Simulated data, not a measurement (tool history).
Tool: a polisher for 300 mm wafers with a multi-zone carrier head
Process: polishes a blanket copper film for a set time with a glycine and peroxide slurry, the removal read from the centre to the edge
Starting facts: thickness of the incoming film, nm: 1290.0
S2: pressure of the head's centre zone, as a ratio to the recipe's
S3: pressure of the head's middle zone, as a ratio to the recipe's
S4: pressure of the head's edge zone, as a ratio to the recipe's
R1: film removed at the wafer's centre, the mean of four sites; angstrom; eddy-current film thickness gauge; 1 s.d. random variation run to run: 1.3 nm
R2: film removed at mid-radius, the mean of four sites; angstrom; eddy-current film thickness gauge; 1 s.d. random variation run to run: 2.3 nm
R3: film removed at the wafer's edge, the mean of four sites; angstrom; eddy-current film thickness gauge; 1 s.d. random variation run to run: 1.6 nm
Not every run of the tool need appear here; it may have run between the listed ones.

run 1 hour=0.0 | flow_of_slurry_(ml/min)=220 S2=1.00 S3=1.00 S4=1.00 polishing_time_(s)=43 | R1=2255.2 R2=2149.2 R3=2089.0
run 2 hour=2.0 | flow_of_slurry_(ml/min)=220 S2=1.00 S3=1.00 S4=1.00 polishing_time_(s)=50 | R1=2582.2 R2=2487.1 R3=2459.3
run 3 hour=4.0 | flow_of_slurry_(ml/min)=220 S2=1.00 S3=0.93 S4=1.00 polishing_time_(s)=50 | R1=2558.3 R2=2408.7 R3=2431.2
run 4 hour=10.5 | flow_of_slurry_(ml/min)=220 S2=1.00 S3=0.93 S4=1.00 polishing_time_(s)=60 | R1=3097.7 R2=2827.1 R3=2911.9
run 5 hour=15.5 | flow_of_slurry_(ml/min)=220 S2=1.00 S3=0.93 S4=1.00 polishing_time_(s)=51 | R1=2583.7 R2=2437.6 R3=2529.7
run 6 hour=23.0 | flow_of_slurry_(ml/min)=245 S2=1.00 S3=0.93 S4=1.00 polishing_time_(s)=51 | R1=2697.0 R2=2467.2 R3=2523.0
run 7 hour=25.9 | flow_of_slurry_(ml/min)=240 S2=0.98 S3=0.92 S4=0.97 polishing_time_(s)=45 | R1=2321.0 R2=2125.5 R3=2211.0
run 8 hour=27.4 | flow_of_slurry_(ml/min)=230 S2=0.96 S3=0.95 S4=0.94 polishing_time_(s)=41 | R1=2053.3 R2=1998.0 R3=1956.0
run 9 hour=33.6 | flow_of_slurry_(ml/min)=220 S2=0.95 S3=0.93 S4=0.91 polishing_time_(s)=39 | R1=1919.7 R2=1876.8 R3=1822.1
run 10 hour=41.4 | flow_of_slurry_(ml/min)=210 S2=0.94 S3=0.91 S4=0.89 polishing_time_(s)=38 | R1=1852.9 R2=1765.6 R3=1756.2
run 11 hour=49.2 | flow_of_slurry_(ml/min)=200 S2=0.93 S3=0.91 S4=0.87 polishing_time_(s)=38 | R1=1799.2 R2=1795.0 R3=1741.4

What will run 12 give?
run 12 hour=57.3 | flow_of_slurry_(ml/min)=195 S2=0.93 S3=0.90 S4=0.86 polishing_time_(s)=37 | R1=? R2=? R3=?

R1: 1745.5 angstrom
R2: 1701.5 angstrom
R3: 1688.3 angstrom

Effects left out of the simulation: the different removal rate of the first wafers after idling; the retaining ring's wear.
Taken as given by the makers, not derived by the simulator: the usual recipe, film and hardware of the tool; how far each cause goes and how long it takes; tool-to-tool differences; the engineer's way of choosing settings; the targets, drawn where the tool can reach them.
